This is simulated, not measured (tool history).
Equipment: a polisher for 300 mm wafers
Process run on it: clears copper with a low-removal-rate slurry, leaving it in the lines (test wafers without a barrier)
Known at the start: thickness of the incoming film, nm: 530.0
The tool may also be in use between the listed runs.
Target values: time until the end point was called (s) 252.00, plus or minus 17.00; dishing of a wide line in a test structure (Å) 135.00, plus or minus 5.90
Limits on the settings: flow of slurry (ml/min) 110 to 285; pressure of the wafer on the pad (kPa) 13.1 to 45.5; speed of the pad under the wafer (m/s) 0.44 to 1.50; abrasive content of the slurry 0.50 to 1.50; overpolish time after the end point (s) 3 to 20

run,day,flow of slurry (ml/min),pressure of the wafer on the pad (kPa),speed of the pad under the wafer (m/s),abrasive content of the slurry,overpolish time after the end point (s),time until the end point was called (s),dishing of a wide line in a test structure (Å)
1,0.000,180,29.0,0.96,1.00,10,144.89,229.34
2,0.054,180,26.9,0.96,1.00,10,149.52,224.55
3,0.325,180,26.9,0.96,1.20,10,149.34,229.93
4,0.592,180,25.5,0.94,1.20,10,155.40,216.94
5,0.758,160,25.5,0.94,1.20,10,153.15,211.43
6,1.021,160,25.5,0.94,1.30,10,155.62,217.12
7,1.225,160,24.1,0.92,1.30,10,168.20,203.27
8,1.338,160,22.8,0.92,1.30,10,172.02,197.20
9,1.492,160,21.4,0.90,1.30,10,187.44,188.73
10,1.588,160,20.7,0.90,1.30,10,189.55,181.97
11,1.858,160,13.1,0.84,1.30,9,279.67,115.53
12,2.092,160,14.5,0.84,1.30,9,270.37,126.16

Of the 4 settings listed for the next run, only one would bring every result within its allowed miss of target. Which one?
A,2.325,165,15.9,0.86,1.25,9,?,?
B,2.325,155,13.1,0.82,1.25,11,?,?
C,2.325,110,13.1,0.96,1.50,8,?,?
D,2.325,145,13.8,0.84,1.20,11,?,?

move,time until the end point was called (s),dishing of a wide line in a test structure (Å)
A,247.40,137.08
B,302.55,136.49
C,270.22,114.74
D,290.98,141.12
A: meets every target
B: gets the furthest-off result to its target, but another result is out of tolerance
C: its largest miss is bigger than the last run's
D: takes the result that was furthest off past its target
Answer: A

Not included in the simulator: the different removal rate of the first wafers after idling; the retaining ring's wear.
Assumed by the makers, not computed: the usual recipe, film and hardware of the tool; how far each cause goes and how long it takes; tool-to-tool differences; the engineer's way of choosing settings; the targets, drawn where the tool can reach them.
